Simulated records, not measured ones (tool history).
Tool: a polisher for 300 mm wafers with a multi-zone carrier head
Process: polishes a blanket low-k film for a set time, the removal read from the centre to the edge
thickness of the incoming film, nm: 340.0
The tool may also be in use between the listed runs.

run,day,flow of slurry (ml/min),pressure of the head's centre zone,pressure of the head's middle zone,pressure of the head's edge zone,abrasive content of the slurry,polishing time (s),film removed at the wafer's centre (angstrom),film removed at mid-radius (angstrom),film removed at the wafer's edge (angstrom)
1,0.000,190,1.00,1.00,1.00,1.00,77,321.72,324.76,320.38
2,0.317,200,1.02,1.00,1.03,1.05,77,329.56,329.11,331.17
3,0.483,205,1.05,1.00,1.04,1.15,77,355.20,353.34,352.89
4,0.779,205,1.12,1.00,1.04,1.15,77,384.82,349.12,346.38
5,1.129,205,1.12,1.00,1.04,1.30,77,402.70,367.44,367.30
6,1.496,205,1.12,1.06,1.04,1.30,77,404.08,383.03,367.32
7,1.554,215,1.13,1.05,1.06,1.30,77,410.50,384.27,373.64

Run 8 comes next. What will it give?
# day 1.871: edge zone pressure recalibrated
8,1.871,225,1.14,1.04,1.08,1.30,77,?,?,?

Run 8 gave film removed at the wafer's centre (angstrom) 415.05, film removed at mid-radius (angstrom) 376.03, film removed at the wafer's edge (angstrom) 393.80.

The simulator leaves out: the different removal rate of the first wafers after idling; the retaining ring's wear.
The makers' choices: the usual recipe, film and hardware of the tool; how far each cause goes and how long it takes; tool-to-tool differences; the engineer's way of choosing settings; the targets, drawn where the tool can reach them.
